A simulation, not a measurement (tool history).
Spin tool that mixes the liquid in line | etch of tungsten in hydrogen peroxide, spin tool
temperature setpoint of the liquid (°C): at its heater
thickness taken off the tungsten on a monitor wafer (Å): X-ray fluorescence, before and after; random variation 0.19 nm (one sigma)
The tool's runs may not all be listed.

| run | hour | temperature setpoint of the liquid (°C) | concentration of hydrogen peroxide in the mixed liquid (% by weight) | time under the liquid (s) | thickness taken off the tungsten on a monitor wafer (Å) |
|---|---|---|---|---|---|
| 1 | 0 | 43 | 19.5 | 100 | 802.8 |
| 2 | 3.6 | 43 | 16 | 100 | 728.8 |
| 3 | 6.4 | 43 | 14 | 100 | 681.28 |
| 4 | 13.4 | 42 | 14 | 100 | 638.25 |
| 5 | 15.7 | 42 | 12 | 100 | 587.1 |
| 6 | 22 | 35.5 | 12 | 100 | 386.62 |

Run 7 comes next. What will it give?
| 7 | 24.4 | 36 | 12 | 100 | ? |

Run 7 gave thickness taken off the tungsten on a monitor wafer (Å) 399.07.

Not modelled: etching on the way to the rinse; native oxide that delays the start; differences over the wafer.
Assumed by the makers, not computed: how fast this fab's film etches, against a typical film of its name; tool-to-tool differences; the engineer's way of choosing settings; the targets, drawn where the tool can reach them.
